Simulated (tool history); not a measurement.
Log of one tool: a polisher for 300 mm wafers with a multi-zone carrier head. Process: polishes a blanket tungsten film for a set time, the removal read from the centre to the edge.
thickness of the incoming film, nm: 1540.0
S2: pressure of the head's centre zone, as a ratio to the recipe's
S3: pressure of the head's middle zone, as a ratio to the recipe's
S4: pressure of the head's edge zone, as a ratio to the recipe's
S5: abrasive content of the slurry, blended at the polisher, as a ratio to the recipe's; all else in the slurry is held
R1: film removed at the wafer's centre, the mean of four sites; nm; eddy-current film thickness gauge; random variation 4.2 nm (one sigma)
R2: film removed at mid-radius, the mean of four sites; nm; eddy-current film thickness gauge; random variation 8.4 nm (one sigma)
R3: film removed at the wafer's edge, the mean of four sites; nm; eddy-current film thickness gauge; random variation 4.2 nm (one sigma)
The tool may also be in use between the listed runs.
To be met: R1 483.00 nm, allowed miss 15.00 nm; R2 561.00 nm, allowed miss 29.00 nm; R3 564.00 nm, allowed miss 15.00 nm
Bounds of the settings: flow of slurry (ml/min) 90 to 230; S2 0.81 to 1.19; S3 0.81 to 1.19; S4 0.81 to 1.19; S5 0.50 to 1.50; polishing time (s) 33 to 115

Run 1, hour 0.0: flow of slurry (ml/min) 150, S2 1.00, S3 1.00, S4 1.00, S5 1.00, polishing time (s) 73. Result: R1 453.18 nm, R2 451.30 nm, R3 452.02 nm.
Run 2, hour 5.8: flow of slurry (ml/min) 180, S2 1.00, S3 1.00, S4 1.00, S5 1.00, polishing time (s) 73. Result: R1 460.63 nm, R2 453.51 nm, R3 458.20 nm.
Run 3, hour 14.7: flow of slurry (ml/min) 180, S2 0.99, S3 1.01, S4 1.02, S5 1.05, polishing time (s) 73. Result: R1 468.97 nm, R2 462.86 nm, R3 467.44 nm.
Run 4, hour 20.9: flow of slurry (ml/min) 180, S2 0.96, S3 1.02, S4 1.04, S5 1.10, polishing time (s) 74. Result: R1 464.08 nm, R2 486.71 nm, R3 489.60 nm.
Run 5, hour 24.0: flow of slurry (ml/min) 180, S2 0.96, S3 1.05, S4 1.04, S5 1.10, polishing time (s) 74. Result: R1 467.72 nm, R2 488.69 nm, R3 484.66 nm.
Run 6, hour 32.0: flow of slurry (ml/min) 195, S2 0.96, S3 1.05, S4 1.04, S5 1.10, polishing time (s) 74. Result: R1 468.69 nm, R2 501.81 nm, R3 491.96 nm.
Run 7, hour 40.0: flow of slurry (ml/min) 195, S2 0.95, S3 1.06, S4 1.06, S5 1.15, polishing time (s) 74. Result: R1 478.35 nm, R2 506.02 nm, R3 508.05 nm.
Run 8, hour 46.2: flow of slurry (ml/min) 195, S2 0.94, S3 1.07, S4 1.08, S5 1.15, polishing time (s) 74. Result: R1 467.35 nm, R2 522.08 nm, R3 512.62 nm.
Run 9, hour 51.2: flow of slurry (ml/min) 195, S2 0.94, S3 1.07, S4 1.10, S5 1.15, polishing time (s) 74. Result: R1 470.22 nm, R2 520.52 nm, R3 514.97 nm.
Run 10, hour 53.3: flow of slurry (ml/min) 195, S2 0.94, S3 1.07, S4 1.11, S5 1.15, polishing time (s) 74. Result: R1 472.60 nm, R2 516.98 nm, R3 513.08 nm.
Run 11, hour 58.1: flow of slurry (ml/min) 195, S2 0.93, S3 1.07, S4 1.12, S5 1.20, polishing time (s) 74. Result: R1 470.99 nm, R2 536.05 nm, R3 525.19 nm.
Run 12, hour 64.1: flow of slurry (ml/min) 200, S2 0.93, S3 1.06, S4 1.13, S5 1.20, polishing time (s) 74. Result: R1 470.48 nm, R2 532.22 nm, R3 517.81 nm.
Run 13, hour 67.7: flow of slurry (ml/min) 200, S2 0.93, S3 1.06, S4 1.13, S5 1.20, polishing time (s) 74. Result: R1 469.78 nm, R2 519.18 nm, R3 521.08 nm.
Run 14, hour 68.3: flow of slurry (ml/min) 200, S2 0.92, S3 1.06, S4 1.14, S5 1.25, polishing time (s) 74. Result: R1 478.11 nm, R2 518.01 nm, R3 535.97 nm.
Run 15, hour 75.2: flow of slurry (ml/min) 200, S2 0.92, S3 1.07, S4 1.14, S5 1.25, polishing time (s) 74. Result: R1 463.75 nm, R2 532.47 nm, R3 525.06 nm.
Run 16, hour 76.2: flow of slurry (ml/min) 200, S2 0.92, S3 1.07, S4 1.14, S5 1.25, polishing time (s) 74. Result: R1 474.98 nm, R2 530.87 nm, R3 532.57 nm.
Run 17, hour 81.8: flow of slurry (ml/min) 200, S2 0.92, S3 1.07, S4 1.15, S5 1.25, polishing time (s) 74. Result: R1 479.13 nm, R2 537.16 nm, R3 535.37 nm.
Run 18, hour 88.0: flow of slurry (ml/min) 200, S2 0.92, S3 1.07, S4 1.15, S5 1.25, polishing time (s) 74. Result: R1 473.40 nm, R2 527.66 nm, R3 535.91 nm.

5 next moves are on the table. One of them brings every result within its allowed miss. Which?
Run A, hour 94.2: flow of slurry (ml/min) 210, S2 0.96, S3 1.04, S4 1.09, S5 1.25, polishing time (s) 80. Result: R1 ?, R2 ?, R3 ?.
Run B, hour 94.2: flow of slurry (ml/min) 185, S2 0.92, S3 1.09, S4 1.19, S5 1.10, polishing time (s) 80. Result: R1 ?, R2 ?, R3 ?.
Run C, hour 94.2: flow of slurry (ml/min) 205, S2 0.89, S3 1.15, S4 1.05, S5 1.10, polishing time (s) 89. Result: R1 ?, R2 ?, R3 ?.
Run D, hour 94.2: flow of slurry (ml/min) 225, S2 0.92, S3 1.14, S4 1.13, S5 1.10, polishing time (s) 85. Result: R1 ?, R2 ?, R3 ?.
Run E, hour 94.2: flow of slurry (ml/min) 185, S2 0.93, S3 1.13, S4 1.18, S5 1.15, polishing time (s) 85. Result: R1 ?, R2 ?, R3 ?.

move      R1      R2      R3
   A  541.71  574.31  571.65
   B  487.69  562.32  560.16
   C  533.28  664.04  597.79
   D  533.61  636.89  593.40
   E  532.02  625.28  601.81
A: brings the result that was furthest off to its target, and leaves another outside
B: meets every target
C: takes the result that was furthest off past its target
D: takes the result that was furthest off past its target
E: takes the result that was furthest off past its target
The right move is B.
